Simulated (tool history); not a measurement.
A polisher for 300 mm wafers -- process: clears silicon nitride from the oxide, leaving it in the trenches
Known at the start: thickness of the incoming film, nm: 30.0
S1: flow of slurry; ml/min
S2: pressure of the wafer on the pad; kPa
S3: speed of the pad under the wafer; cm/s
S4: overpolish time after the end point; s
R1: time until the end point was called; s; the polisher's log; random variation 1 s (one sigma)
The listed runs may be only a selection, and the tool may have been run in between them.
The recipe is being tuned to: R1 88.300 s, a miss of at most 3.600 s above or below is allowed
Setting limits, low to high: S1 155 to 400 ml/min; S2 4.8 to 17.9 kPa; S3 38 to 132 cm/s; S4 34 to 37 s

Run 1, hour 0.0: S1 255 ml/min, S2 11.0 kPa, S3 84 cm/s, S4 34 s. Result: R1 59.559 s.
Run 2, hour 1.8: S1 255 ml/min, S2 10.3 kPa, S3 84 cm/s, S4 34 s. Result: R1 64.491 s.
Run 3, hour 7.2: S1 255 ml/min, S2 10.3 kPa, S3 84 cm/s, S4 34 s. Result: R1 64.705 s.
Run 4, hour 10.8: S1 255 ml/min, S2 9.7 kPa, S3 84 cm/s, S4 34 s. Result: R1 69.001 s.
Run 5, hour 13.9: S1 255 ml/min, S2 9.7 kPa, S3 102 cm/s, S4 34 s. Result: R1 56.841 s.
Run 6, hour 18.1: S1 255 ml/min, S2 9.0 kPa, S3 102 cm/s, S4 34 s. Result: R1 62.619 s.
Run 7, hour 19.5: S1 255 ml/min, S2 8.3 kPa, S3 102 cm/s, S4 34 s. Result: R1 67.352 s.
Run 8, hour 25.7: S1 255 ml/min, S2 4.8 kPa, S3 100 cm/s, S4 34 s. Result: R1 114.070 s.
Run 9, hour 28.5: S1 255 ml/min, S2 5.5 kPa, S3 100 cm/s, S4 34 s. Result: R1 101.780 s.

Consider the 4 candidate settings below. Which is the only one whose results all fall within their allowed miss of target?
Run A, hour 31.3: S1 220 ml/min, S2 6.2 kPa, S3 112 cm/s, S4 34 s. Result: R1 ?.
Run B, hour 31.3: S1 285 ml/min, S2 9.0 kPa, S3 74 cm/s, S4 34 s. Result: R1 ?.
Run C, hour 31.3: S1 210 ml/min, S2 5.5 kPa, S3 116 cm/s, S4 34 s. Result: R1 ?.
Run D, hour 31.3: S1 260 ml/min, S2 6.2 kPa, S3 88 cm/s, S4 34 s. Result: R1 ?.

move       R1
   A   81.130
   B   82.833
   C   88.196
   D  100.520
A: carries the result that was furthest off beyond its target, to the other side
B: carries the result that was furthest off beyond its target, to the other side
C: every result lands within tolerance
D: closes in on the targets versus the last run, not all within tolerance yet
Move C is the one to make.
